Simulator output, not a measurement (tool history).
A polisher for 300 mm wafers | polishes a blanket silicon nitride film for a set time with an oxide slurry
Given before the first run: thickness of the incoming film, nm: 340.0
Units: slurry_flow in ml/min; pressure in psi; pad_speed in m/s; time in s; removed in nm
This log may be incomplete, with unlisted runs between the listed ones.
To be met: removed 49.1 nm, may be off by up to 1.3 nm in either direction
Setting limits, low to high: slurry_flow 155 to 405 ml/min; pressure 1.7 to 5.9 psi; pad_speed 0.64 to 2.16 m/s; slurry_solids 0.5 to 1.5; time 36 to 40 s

| run | hour | slurry_flow | pressure | pad_speed | slurry_solids | time | removed |
|---|---|---|---|---|---|---|---|
| 1 | 0 | 260 | 3.8 | 1.4 | 1 | 40 | 38.776 |
| 2 | 5.8 | 265 | 4 | 1.4 | 1 | 40 | 40.565 |
| 3 | 9.2 | 265 | 4 | 1.4 | 1 | 36 | 36.211 |
| 4 | 14 | 265 | 4.3 | 1.4 | 1 | 36 | 38.952 |
| 5 | 14.5 | 265 | 4.3 | 1.4 | 1.2 | 36 | 41.307 |
| 6 | 17 | 265 | 3.7 | 1.4 | 1.2 | 36 | 35.86 |
| 7 | 22 | 265 | 4 | 1.4 | 1.2 | 36 | 38.557 |
| 8 | 30.7 | 265 | 4.2 | 1.4 | 1.2 | 36 | 40.614 |
| 9 | 38.3 | 265 | 4.4 | 1.4 | 1.2 | 36 | 42.595 |

Which of these 5 next moves meets every target?
| A | 45.9 | 285 | 4.9 | 1.34 | 1.3 | 40 | ? |
| B | 45.9 | 190 | 3.6 | 1.92 | 1.25 | 40 | ? |
| C | 45.9 | 305 | 4 | 1.22 | 1.5 | 36 | ? |
| D | 45.9 | 225 | 4.4 | 1.28 | 1.2 | 36 | ? |
| E | 45.9 | 250 | 4.3 | 1.48 | 1.2 | 39 | ? |

| move | removed |
|---|---|
| A | 52.056 |
| B | 49.017 |
| C | 37.427 |
| D | 38.892 |
| E | 46.705 |
A: moves the result that the last run missed by most past its target, out the other side
B: in spec on every target
C: misses by more than the last run did
D: misses by more than the last run did
E: an improvement on the last run, though not all results are within tolerance
The move that meets every target is B.
